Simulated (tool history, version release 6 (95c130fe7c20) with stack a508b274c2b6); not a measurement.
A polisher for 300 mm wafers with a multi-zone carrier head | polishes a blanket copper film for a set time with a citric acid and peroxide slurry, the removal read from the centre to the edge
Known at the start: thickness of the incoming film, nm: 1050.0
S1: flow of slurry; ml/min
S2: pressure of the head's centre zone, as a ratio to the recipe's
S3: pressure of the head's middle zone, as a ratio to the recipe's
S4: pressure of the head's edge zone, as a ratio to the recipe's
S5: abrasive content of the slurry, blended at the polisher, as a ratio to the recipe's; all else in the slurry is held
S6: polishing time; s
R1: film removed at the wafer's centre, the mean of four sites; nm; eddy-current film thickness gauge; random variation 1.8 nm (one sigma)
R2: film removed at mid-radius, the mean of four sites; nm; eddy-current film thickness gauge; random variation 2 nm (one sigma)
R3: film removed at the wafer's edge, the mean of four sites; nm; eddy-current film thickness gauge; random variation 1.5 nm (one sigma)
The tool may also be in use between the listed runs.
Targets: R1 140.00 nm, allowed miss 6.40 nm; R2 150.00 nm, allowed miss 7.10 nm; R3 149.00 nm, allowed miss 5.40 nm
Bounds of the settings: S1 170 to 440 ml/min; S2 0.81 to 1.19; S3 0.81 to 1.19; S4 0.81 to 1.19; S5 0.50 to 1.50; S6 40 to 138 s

run 1 hour=0.0 | S1=280 S2=1.00 S3=1.00 S4=1.00 S5=1.00 S6=88 | R1=193.86 R2=192.21 R3=191.53
run 2 hour=3.7 | S1=280 S2=0.98 S3=0.99 S4=0.99 S5=0.95 S6=87 | R1=182.94 R2=183.73 R3=189.46
run 3 hour=6.0 | S1=280 S2=0.98 S3=1.00 S4=0.98 S5=0.90 S6=85 | R1=179.35 R2=183.05 R3=180.10
run 4 hour=10.5 | S1=280 S2=1.02 S3=1.00 S4=0.98 S5=0.90 S6=85 | R1=185.04 R2=182.02 R3=181.17
run 5 hour=14.1 | S1=280 S2=1.01 S3=1.00 S4=0.97 S5=0.85 S6=84 | R1=178.32 R2=175.23 R3=173.44
run 6 hour=17.0 | S1=310 S2=1.01 S3=1.00 S4=0.97 S5=0.85 S6=84 | R1=183.35 R2=176.51 R3=174.40
run 7 hour=22.5 | S1=305 S2=0.99 S3=1.00 S4=0.96 S5=0.80 S6=83 | R1=178.25 R2=173.44 R3=174.96
run 8 hour=29.6 | S1=295 S2=0.98 S3=1.00 S4=0.95 S5=0.75 S6=82 | R1=165.46 R2=165.84 R3=166.32
run 9 hour=34.9 | S1=230 S2=0.91 S3=0.96 S4=0.85 S5=0.70 S6=82 | R1=154.37 R2=154.67 R3=154.39
run 10 hour=35.7 | S1=230 S2=0.90 S3=0.96 S4=0.85 S5=0.70 S6=82 | R1=153.08 R2=161.15 R3=153.43
run 11 hour=38.6 | S1=230 S2=0.89 S3=0.95 S4=0.85 S5=0.70 S6=82 | R1=147.37 R2=154.51 R3=152.32

Which of these 4 next moves meets every target?
run A hour=41.5 | S1=205 S2=0.84 S3=1.08 S4=0.89 S5=0.50 S6=84 | R1=? R2=? R3=?
run B hour=41.5 | S1=200 S2=0.93 S3=0.85 S4=0.86 S5=0.95 S6=82 | R1=? R2=? R3=?
run C hour=41.5 | S1=270 S2=0.93 S3=0.91 S4=0.87 S5=0.50 S6=87 | R1=? R2=? R3=?
run D hour=41.5 | S1=255 S2=0.87 S3=0.95 S4=0.86 S5=0.80 S6=76 | R1=? R2=? R3=?

move=A R1=134.72 R2=165.66 R3=149.91
move=B R1=159.07 R2=145.44 R3=159.08
move=C R1=159.13 R2=153.24 R3=157.73
move=D R1=138.97 R2=147.95 R3=146.24
A: brings the result that was furthest off to its target, and leaves another outside
B: further off than the last run
C: further off than the last run
D: meets every target
The right move is D.
